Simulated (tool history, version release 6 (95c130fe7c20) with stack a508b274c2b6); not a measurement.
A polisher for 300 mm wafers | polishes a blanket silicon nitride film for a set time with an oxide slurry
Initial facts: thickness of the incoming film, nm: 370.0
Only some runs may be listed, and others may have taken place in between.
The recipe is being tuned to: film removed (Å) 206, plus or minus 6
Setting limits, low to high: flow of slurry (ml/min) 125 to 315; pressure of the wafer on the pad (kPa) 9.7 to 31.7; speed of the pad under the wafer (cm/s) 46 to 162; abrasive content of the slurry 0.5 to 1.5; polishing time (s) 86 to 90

| run | day | flow of slurry (ml/min) | pressure of the wafer on the pad (kPa) | speed of the pad under the wafer (cm/s) | abrasive content of the slurry | polishing time (s) | film removed (Å) |
|---|---|---|---|---|---|---|---|
| 1 | 0 | 205 | 20.7 | 104 | 1 | 86 | 418.27 |
| 2 | 0.2 | 205 | 23.4 | 104 | 1 | 86 | 469.59 |
| 3 | 0.458 | 205 | 21.4 | 100 | 1 | 86 | 424.35 |
| 4 | 0.496 | 205 | 21.4 | 100 | 0.85 | 86 | 396 |
| 5 | 0.758 | 205 | 21.4 | 88 | 0.85 | 86 | 362.81 |
| 6 | 0.817 | 205 | 19.3 | 88 | 0.85 | 86 | 330.18 |
| 7 | 0.917 | 205 | 17.9 | 88 | 0.85 | 86 | 309.71 |
| 8 | 1.112 | 205 | 16.5 | 88 | 0.85 | 86 | 290.7 |
| 9 | 1.167 | 205 | 15.2 | 88 | 0.85 | 86 | 269.96 |
| 10 | 1.542 | 205 | 14.5 | 88 | 0.85 | 86 | 261.49 |
| 11 | 1.879 | 205 | 13.8 | 88 | 0.85 | 86 | 248.98 |
| 12 | 1.962 | 205 | 13.1 | 88 | 0.85 | 86 | 237.55 |
| 13 | 2.179 | 205 | 12.4 | 88 | 0.85 | 86 | 230.25 |

Which one of the following 5 next-run settings gets every result inside its allowed miss? There is exactly one.
| A | 2.396 | 160 | 12.4 | 94 | 0.75 | 90 | ? |
| B | 2.396 | 225 | 12.4 | 92 | 0.85 | 90 | ? |
| C | 2.396 | 210 | 11 | 88 | 0.7 | 90 | ? |
| D | 2.396 | 160 | 16.5 | 72 | 0.9 | 90 | ? |
| E | 2.396 | 235 | 12.4 | 88 | 0.95 | 86 | ? |

| move | film removed (Å) |
|---|---|
| A | 233.34 |
| B | 254.55 |
| C | 205.53 |
| D | 254.98 |
| E | 246.69 |
A: lands further from the targets than the last run did
B: lands further from the targets than the last run did
C: every result within its allowed miss
D: lands further from the targets than the last run did
E: lands further from the targets than the last run did
Answer: C
